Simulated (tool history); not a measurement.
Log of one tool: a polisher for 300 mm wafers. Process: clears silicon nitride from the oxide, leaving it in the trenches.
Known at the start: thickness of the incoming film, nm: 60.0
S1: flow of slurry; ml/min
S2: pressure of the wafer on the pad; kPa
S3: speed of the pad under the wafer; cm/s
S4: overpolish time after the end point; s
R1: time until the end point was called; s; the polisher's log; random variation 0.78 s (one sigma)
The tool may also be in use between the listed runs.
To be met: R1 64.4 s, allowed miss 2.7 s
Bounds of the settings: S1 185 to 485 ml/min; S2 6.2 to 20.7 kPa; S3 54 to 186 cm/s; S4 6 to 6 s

run,hour,S1,S2,S3,S4,R1
1,0,310,13.1,118,6,105.18
2,1.1,310,14.5,118,6,97.527
3,6.1,310,14.5,118,6,97.155
4,14.3,310,15.9,118,6,92.901
5,19.5,355,15.9,118,6,89.853
6,22.4,355,16.5,120,6,86.319
7,26.7,355,17.2,122,6,84.234
8,35,360,20.7,134,6,68.531
9,35.7,360,20.7,136,6,68.611

Which of these 5 next moves meets every target?
A,36.4,390,20.7,120,6,?
B,36.4,335,20,134,6,?
C,36.4,485,18.6,174,6,?
D,36.4,365,19.3,154,6,?
E,36.4,380,19.3,124,6,?

move,R1
A,74.66
B,70.147
C,57.141
D,63.214
E,76.266
A: further off than the last run
B: further off than the last run
C: takes the result that was furthest off past its target
D: meets every target
E: further off than the last run
Move D is the one to make.

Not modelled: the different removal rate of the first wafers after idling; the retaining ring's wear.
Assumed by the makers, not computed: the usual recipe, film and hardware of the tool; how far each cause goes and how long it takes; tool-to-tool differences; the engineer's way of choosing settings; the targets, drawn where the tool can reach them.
